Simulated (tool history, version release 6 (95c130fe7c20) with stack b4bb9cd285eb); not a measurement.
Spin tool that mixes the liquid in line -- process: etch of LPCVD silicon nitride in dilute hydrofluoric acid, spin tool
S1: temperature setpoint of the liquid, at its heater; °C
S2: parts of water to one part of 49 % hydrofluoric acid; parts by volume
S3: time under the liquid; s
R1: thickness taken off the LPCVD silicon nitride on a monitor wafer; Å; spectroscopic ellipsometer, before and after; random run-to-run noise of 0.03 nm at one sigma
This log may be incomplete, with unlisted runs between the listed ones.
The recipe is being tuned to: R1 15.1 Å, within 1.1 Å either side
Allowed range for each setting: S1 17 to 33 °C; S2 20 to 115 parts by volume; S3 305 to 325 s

run 1 hour=0 | S1=25 S2=65 S3=305 | R1=20.72
run 2 hour=3 | S1=25 S2=50 S3=305 | R1=26.35
run 3 hour=8.5 | S1=23 S2=50 S3=305 | R1=22.519
run 4 hour=14.2 | S1=23 S2=30 S3=305 | R1=37.671
run 5 hour=20.4 | S1=21.5 S2=35 S3=305 | R1=28.794
run 6 hour=27.1 | S1=19.5 S2=35 S3=305 | R1=24.868
run 7 hour=35.1 | S1=19 S2=40 S3=305 | R1=22.081
run 8 hour=40.2 | S1=18.5 S2=45 S3=305 | R1=18.421
run 9 hour=45 | S1=18 S2=45 S3=305 | R1=18.137
run 10 hour=47.3 | S1=17.5 S2=45 S3=305 | R1=17.367
run 11 hour=51.4 | S1=17 S2=55 S3=305 | R1=13.515

5 candidate next runs follow, results not yet known. Just one meets every target within its allowed miss. Identify it.
run A hour=55.5 | S1=18 S2=60 S3=305 | R1=?
run B hour=55.5 | S1=17 S2=65 S3=310 | R1=?
run C hour=55.5 | S1=17 S2=50 S3=315 | R1=?
run D hour=55.5 | S1=17.5 S2=60 S3=310 | R1=?
run E hour=55.5 | S1=17 S2=65 S3=305 | R1=?

move=A R1=13.773
move=B R1=12.061
move=C R1=15.789
move=D R1=13.507
move=E R1=11.866
A: gains on the last run, yet a result remains outside its allowed miss
B: its largest miss is bigger than the last run's
C: hits every target within its allowed miss
D: about as far from the targets as the last run
E: its largest miss is bigger than the last run's
C is the move that brings every result within its allowed miss.

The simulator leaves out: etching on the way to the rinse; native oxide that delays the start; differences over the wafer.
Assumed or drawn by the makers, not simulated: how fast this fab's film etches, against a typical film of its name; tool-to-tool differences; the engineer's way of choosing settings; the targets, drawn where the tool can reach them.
